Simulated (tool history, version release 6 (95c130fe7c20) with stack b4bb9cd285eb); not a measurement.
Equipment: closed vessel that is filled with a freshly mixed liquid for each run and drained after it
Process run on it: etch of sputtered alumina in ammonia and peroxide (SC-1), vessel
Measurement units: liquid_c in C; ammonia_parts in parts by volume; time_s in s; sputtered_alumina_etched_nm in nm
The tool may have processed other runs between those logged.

{"run": 1, "hour": 0.0, "liquid_c": 61.0, "ammonia_parts": 0.4, "time_s": 115, "sputtered_alumina_etched_nm": 9.8248}
{"run": 2, "hour": 7.1, "liquid_c": 67.5, "ammonia_parts": 0.4, "time_s": 115, "sputtered_alumina_etched_nm": 13.498}
{"run": 3, "hour": 16.3, "liquid_c": 67.5, "ammonia_parts": 0.4, "time_s": 80, "sputtered_alumina_etched_nm": 9.4446}
{"run": 4, "hour": 20.4, "liquid_c": 67.5, "ammonia_parts": 0.4, "time_s": 115, "sputtered_alumina_etched_nm": 13.576}
{"run": 5, "hour": 27.6, "liquid_c": 66.0, "ammonia_parts": 0.4, "time_s": 115, "sputtered_alumina_etched_nm": 12.596}
{"run": 6, "hour": 32.8, "liquid_c": 70.0, "ammonia_parts": 0.4, "time_s": 115, "sputtered_alumina_etched_nm": 15.291}
{"run": 7, "hour": 40.0, "liquid_c": 62.0, "ammonia_parts": 0.4, "time_s": 115, "sputtered_alumina_etched_nm": 10.38}

Run 8 is up next; what results do you expect?
{"run": 8, "hour": 42.0, "liquid_c": 62.0, "ammonia_parts": 0.4, "time_s": 115, "sputtered_alumina_etched_nm": "?"}

{"run 8": {"sputtered_alumina_etched_nm": 10.315}}
